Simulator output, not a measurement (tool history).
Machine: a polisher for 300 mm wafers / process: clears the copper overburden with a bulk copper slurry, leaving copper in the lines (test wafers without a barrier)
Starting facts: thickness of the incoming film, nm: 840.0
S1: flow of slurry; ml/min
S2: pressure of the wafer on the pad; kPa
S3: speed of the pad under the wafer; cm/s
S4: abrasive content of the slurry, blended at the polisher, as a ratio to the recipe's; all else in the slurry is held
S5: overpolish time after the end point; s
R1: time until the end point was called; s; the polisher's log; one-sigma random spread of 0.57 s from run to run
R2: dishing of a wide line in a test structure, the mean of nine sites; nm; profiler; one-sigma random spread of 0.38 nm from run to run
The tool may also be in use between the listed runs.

{"run": 1, "hour": 0.0, "S1": 235, "S2": 24.1, "S3": 106, "S4": 1.0, "S5": 9, "R1": 61.995, "R2": 32.008}
{"run": 2, "hour": 1.5, "S1": 235, "S2": 24.8, "S3": 108, "S4": 1.0, "S5": 8, "R1": 57.286, "R2": 31.29}
{"run": 3, "hour": 7.9, "S1": 235, "S2": 22.8, "S3": 108, "S4": 1.0, "S5": 8, "R1": 63.145, "R2": 31.445}
{"run": 4, "hour": 10.5, "S1": 235, "S2": 24.1, "S3": 108, "S4": 1.0, "S5": 8, "R1": 59.168, "R2": 32.239}
{"run": 5, "hour": 15.9, "S1": 240, "S2": 24.8, "S3": 108, "S4": 1.0, "S5": 7, "R1": 57.875, "R2": 30.955}
{"run": 6, "hour": 20.0, "S1": 240, "S2": 24.8, "S3": 90, "S4": 1.0, "S5": 7, "R1": 68.608, "R2": 30.008}
{"run": 7, "hour": 27.6, "S1": 240, "S2": 26.2, "S3": 92, "S4": 1.0, "S5": 7, "R1": 63.243, "R2": 30.258}
{"run": 8, "hour": 34.6, "S1": 240, "S2": 27.6, "S3": 94, "S4": 1.0, "S5": 7, "R1": 58.642, "R2": 30.854}

Run 9 is up next; what results do you expect?
{"run": 9, "hour": 43.1, "S1": 240, "S2": 27.6, "S3": 94, "S4": 1.0, "S5": 7, "R1": "?", "R2": "?"}

Run 9 came out at R1 57.722 s, R2 31.025 nm.
